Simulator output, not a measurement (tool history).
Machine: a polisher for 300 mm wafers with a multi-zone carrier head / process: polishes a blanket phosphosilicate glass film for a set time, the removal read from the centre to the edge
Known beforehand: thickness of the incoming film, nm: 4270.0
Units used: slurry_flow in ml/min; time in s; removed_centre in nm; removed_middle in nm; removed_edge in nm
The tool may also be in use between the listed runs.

run,hour,slurry_flow,centre_zone,middle_zone,edge_zone,slurry_solids,time,removed_centre,removed_middle,removed_edge
1,0,195,1,1,1,1,73,626.52,641.48,659.75
2,7.3,195,1,1,1,1,65,576.37,597.24,589.9
3,9.7,180,1.02,0.95,1,0.85,63,512.87,489.89,531.8
4,11,175,1.03,0.92,0.96,0.75,63,502.27,445.93,493.71
5,18.9,175,1.03,0.92,1.03,0.75,63,496.4,452.37,506.65
6,24.6,175,1.08,0.92,1.03,0.75,63,520.74,453.59,508.66
7,26.4,170,1.06,0.9,0.99,0.7,63,492.87,422.07,476.98
8,28.4,160,1.05,0.88,0.96,0.7,63,474.55,408.42,469.64
9,30.8,155,1.05,0.87,0.93,0.7,63,476.33,413.77,450.76
10,37.8,155,1.05,0.85,0.93,0.65,63,451.21,380.56,444.76
11,39.4,150,1.06,0.84,0.92,0.65,63,453.57,377.97,438.5

Run 12 has not been measured yet. What should we expect?
12,44.4,145,1.06,0.83,0.91,0.65,63,?,?,?

{"run 12": {"removed_centre": 448.34, "removed_middle": 373.58, "removed_edge": 435.35}}
